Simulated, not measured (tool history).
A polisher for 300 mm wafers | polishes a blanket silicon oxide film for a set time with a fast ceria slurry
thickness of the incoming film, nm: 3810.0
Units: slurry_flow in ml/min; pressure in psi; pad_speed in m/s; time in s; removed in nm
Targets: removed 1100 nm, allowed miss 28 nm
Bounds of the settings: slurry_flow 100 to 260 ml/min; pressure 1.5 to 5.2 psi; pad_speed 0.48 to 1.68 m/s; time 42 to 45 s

{"run": 1, "hour": 0.0, "slurry_flow": 165, "pressure": 3.3, "pad_speed": 1.08, "time": 42, "removed": 924.65}
{"run": 2, "hour": 1.6, "slurry_flow": 170, "pressure": 3.4, "pad_speed": 1.08, "time": 42, "removed": 949.45}
{"run": 3, "hour": 3.4, "slurry_flow": 175, "pressure": 3.5, "pad_speed": 1.08, "time": 42, "removed": 982.16}
{"run": 4, "hour": 11.8, "slurry_flow": 175, "pressure": 2.8, "pad_speed": 1.08, "time": 42, "removed": 799.63}
{"run": 5, "hour": 13.6, "slurry_flow": 180, "pressure": 3, "pad_speed": 1.08, "time": 42, "removed": 853.65}
{"run": 6, "hour": 16.4, "slurry_flow": 195, "pressure": 3, "pad_speed": 1.08, "time": 42, "removed": 878.49}
{"run": 7, "hour": 21.8, "slurry_flow": 205, "pressure": 3.1, "pad_speed": 1.08, "time": 42, "removed": 898.75}
{"run": 8, "hour": 22.9, "slurry_flow": 210, "pressure": 3.2, "pad_speed": 1.08, "time": 42, "removed": 932.52}
{"run": 9, "hour": 26.0, "slurry_flow": 215, "pressure": 3.3, "pad_speed": 1.08, "time": 42, "removed": 958.14}
{"run": 10, "hour": 32.9, "slurry_flow": 215, "pressure": 3.4, "pad_speed": 1.08, "time": 42, "removed": 991.62}
{"run": 11, "hour": 36.6, "slurry_flow": 220, "pressure": 3.5, "pad_speed": 1.08, "time": 42, "removed": 1017.3}
{"run": 12, "hour": 44.9, "slurry_flow": 225, "pressure": 3.6, "pad_speed": 1.08, "time": 42, "removed": 1053.9}

4 next moves are on the table. One of them brings every result within its allowed miss. Which?
{"run": "A", "hour": 53.2, "slurry_flow": 220, "pressure": 3.5, "pad_speed": 1.02, "time": 45, "removed": "?"}
{"run": "B", "hour": 53.2, "slurry_flow": 210, "pressure": 3.7, "pad_speed": 1, "time": 43, "removed": "?"}
{"run": "C", "hour": 53.2, "slurry_flow": 215, "pressure": 4.2, "pad_speed": 0.9, "time": 45, "removed": "?"}
{"run": "D", "hour": 53.2, "slurry_flow": 225, "pressure": 3.9, "pad_speed": 0.96, "time": 42, "removed": "?"}

move=A removed=1042.6
move=B removed=1025.6
move=C removed=1100.2
move=D removed=1022.3
A: further off than the last run
B: further off than the last run
C: meets every target
D: further off than the last run
Answer: C
